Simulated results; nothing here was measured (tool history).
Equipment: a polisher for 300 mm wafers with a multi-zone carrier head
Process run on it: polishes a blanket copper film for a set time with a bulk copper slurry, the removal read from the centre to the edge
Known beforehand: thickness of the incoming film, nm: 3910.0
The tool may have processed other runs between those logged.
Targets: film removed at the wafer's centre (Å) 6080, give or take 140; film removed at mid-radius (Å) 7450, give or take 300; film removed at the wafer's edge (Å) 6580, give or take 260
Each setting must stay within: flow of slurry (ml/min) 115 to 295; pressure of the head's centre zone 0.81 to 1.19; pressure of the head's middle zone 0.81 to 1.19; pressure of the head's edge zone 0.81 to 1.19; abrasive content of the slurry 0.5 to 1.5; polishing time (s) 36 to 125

run	day	flow of slurry (ml/min)	pressure of the head's centre zone	pressure of the head's middle zone	pressure of the head's edge zone	abrasive content of the slurry	polishing time (s)	film removed at the wafer's centre (Å)	film removed at mid-radius (Å)	film removed at the wafer's edge (Å)
1	0	190	1	1	1	1	80	6817.4	6612.3	6672.5
2	0.292	190	1	1	1	0.85	80	6572.3	6390.1	6473.9
3	0.658	215	1	1	1	0.85	80	6771.9	6548.1	6599.4
4	0.779	215	1	1	0.95	0.85	80	6652	6500.6	6323.8
5	1.146	215	1	1	0.95	1	80	6962.4	6700.4	6766.9
6	1.392	205	0.99	1.02	0.95	1	80	6780.4	6734.1	6638.2
7	1.646	200	0.98	1.04	0.95	1	80	6734.6	6851.7	6722.5
8	1.754	160	0.88	1.14	0.87	0.95	80	5706.1	7047.4	6178.2
9	1.817	165	0.88	1.14	0.88	0.95	80	5769.2	7047.8	6201.2
10	1.85	170	0.88	1.14	0.89	0.95	80	5763	6990	6130
11	1.888	170	0.88	1.14	0.89	1	80	5822.2	7227	6182.3
12	1.967	170	0.88	1.13	0.9	1	80	5812.8	7185.8	6381.7
13	2.2	175	0.88	1.13	0.9	1	80	5812.2	7209.6	6411.7
14	2.546	180	0.88	1.13	0.9	1	80	5878.9	7166.6	6395.4
15	2.796	185	0.88	1.13	0.9	1	80	5989.2	7151.2	6288.7
16	2.825	185	0.88	1.13	0.91	1	80	5935.8	7296.3	6462.3

Next run, 4 choices. One meets every target within its allowed miss, the rest don't. Which?
A	2.854	140	0.92	1.18	0.95	1.45	77	?	?	?
B	2.854	190	0.85	1.19	0.97	1	79	?	?	?
C	2.854	175	0.83	1.04	0.97	1	88	?	?	?
D	2.854	195	0.9	1.02	0.94	1	80	?	?	?

move	film removed at the wafer's centre (Å)	film removed at mid-radius (Å)	film removed at the wafer's edge (Å)
A	6035.6	7506.1	6650.5
B	5657.6	7620.5	6651.6
C	6048.1	7455.1	7346.5
D	6091	6789.8	6672.6
A: every result lands within tolerance
B: further off than the last run
C: corrects the largest miss of the last run, while another result sits out of spec
D: corrects the largest miss of the last run, while another result sits out of spec
A meets every target.

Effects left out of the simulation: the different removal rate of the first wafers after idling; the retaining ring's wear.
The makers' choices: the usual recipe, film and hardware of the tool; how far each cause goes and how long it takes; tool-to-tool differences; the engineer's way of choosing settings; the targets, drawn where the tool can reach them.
